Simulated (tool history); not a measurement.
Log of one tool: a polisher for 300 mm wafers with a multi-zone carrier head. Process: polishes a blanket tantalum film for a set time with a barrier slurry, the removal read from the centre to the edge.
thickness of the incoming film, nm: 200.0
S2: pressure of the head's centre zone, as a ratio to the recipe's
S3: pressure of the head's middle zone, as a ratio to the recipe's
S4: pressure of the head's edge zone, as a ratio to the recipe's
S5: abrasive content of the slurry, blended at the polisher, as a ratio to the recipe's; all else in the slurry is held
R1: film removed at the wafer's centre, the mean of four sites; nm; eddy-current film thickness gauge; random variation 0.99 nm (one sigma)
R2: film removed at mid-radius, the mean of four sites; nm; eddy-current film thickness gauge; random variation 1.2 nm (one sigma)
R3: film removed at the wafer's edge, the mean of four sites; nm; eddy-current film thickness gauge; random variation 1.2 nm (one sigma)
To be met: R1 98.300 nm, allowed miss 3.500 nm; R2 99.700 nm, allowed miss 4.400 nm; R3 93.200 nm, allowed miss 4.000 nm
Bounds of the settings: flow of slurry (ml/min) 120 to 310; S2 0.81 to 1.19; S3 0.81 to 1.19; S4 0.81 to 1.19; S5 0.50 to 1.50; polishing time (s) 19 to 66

{"run": 1, "hour": 0.0, "flow of slurry (ml/min)": 200, "S2": 1.0, "S3": 1.0, "S4": 1.0, "S5": 1.0, "polishing time (s)": 42, "R1": 79.67, "R2": 78.23, "R3": 77.226}
{"run": 2, "hour": 7.2, "flow of slurry (ml/min)": 210, "S2": 1.02, "S3": 1.03, "S4": 1.03, "S5": 1.1, "polishing time (s)": 42, "R1": 85.026, "R2": 80.957, "R3": 81.431}
{"run": 3, "hour": 7.8, "flow of slurry (ml/min)": 255, "S2": 1.02, "S3": 1.03, "S4": 1.03, "S5": 1.1, "polishing time (s)": 42, "R1": 85.566, "R2": 84.828, "R3": 83.805}
{"run": 4, "hour": 15.6, "flow of slurry (ml/min)": 255, "S2": 1.02, "S3": 1.03, "S4": 0.99, "S5": 1.1, "polishing time (s)": 42, "R1": 84.513, "R2": 85.299, "R3": 82.612}
{"run": 5, "hour": 19.1, "flow of slurry (ml/min)": 255, "S2": 1.02, "S3": 1.03, "S4": 1.05, "S5": 1.1, "polishing time (s)": 42, "R1": 85.619, "R2": 84.872, "R3": 82.184}
{"run": 6, "hour": 23.5, "flow of slurry (ml/min)": 260, "S2": 1.03, "S3": 1.06, "S4": 1.05, "S5": 1.2, "polishing time (s)": 42, "R1": 89.422, "R2": 87.304, "R3": 85.613}
{"run": 7, "hour": 28.6, "flow of slurry (ml/min)": 265, "S2": 1.03, "S3": 1.09, "S4": 1.04, "S5": 1.25, "polishing time (s)": 42, "R1": 89.342, "R2": 90.388, "R3": 84.496}
{"run": 8, "hour": 37.2, "flow of slurry (ml/min)": 270, "S2": 1.03, "S3": 1.09, "S4": 1.04, "S5": 1.3, "polishing time (s)": 43, "R1": 93.377, "R2": 94.507, "R3": 88.164}
{"run": 9, "hour": 43.3, "flow of slurry (ml/min)": 275, "S2": 1.03, "S3": 1.09, "S4": 1.04, "S5": 1.35, "polishing time (s)": 43, "R1": 94.199, "R2": 93.785, "R3": 89.422}
{"run": 10, "hour": 52.3, "flow of slurry (ml/min)": 280, "S2": 1.03, "S3": 1.1, "S4": 1.04, "S5": 1.4, "polishing time (s)": 43, "R1": 93.659, "R2": 95.764, "R3": 89.987}

4 next moves are on the table. One of them brings every result within its allowed miss. Which?
{"run": "A", "hour": 61.3, "flow of slurry (ml/min)": 285, "S2": 1.02, "S3": 1.06, "S4": 0.99, "S5": 1.45, "polishing time (s)": 45, "R1": "?", "R2": "?", "R3": "?"}
{"run": "B", "hour": 61.3, "flow of slurry (ml/min)": 300, "S2": 1.14, "S3": 1.09, "S4": 1.1, "S5": 1.2, "polishing time (s)": 41, "R1": "?", "R2": "?", "R3": "?"}
{"run": "C", "hour": 61.3, "flow of slurry (ml/min)": 310, "S2": 1.11, "S3": 1.19, "S4": 0.95, "S5": 1.2, "polishing time (s)": 43, "R1": "?", "R2": "?", "R3": "?"}
{"run": "D", "hour": 61.3, "flow of slurry (ml/min)": 255, "S2": 1.04, "S3": 1.09, "S4": 1.04, "S5": 1.45, "polishing time (s)": 41, "R1": "?", "R2": "?", "R3": "?"}

move=A R1=98.420 R2=99.293 R3=94.601
move=B R1=96.839 R2=88.913 R3=86.495
move=C R1=99.263 R2=99.515 R3=85.869
move=D R1=90.287 R2=91.142 R3=87.029
A: meets every target
B: brings the result that was furthest off to its target, and leaves another outside
C: brings the result that was furthest off to its target, and leaves another outside
D: further off than the last run
Answer: A

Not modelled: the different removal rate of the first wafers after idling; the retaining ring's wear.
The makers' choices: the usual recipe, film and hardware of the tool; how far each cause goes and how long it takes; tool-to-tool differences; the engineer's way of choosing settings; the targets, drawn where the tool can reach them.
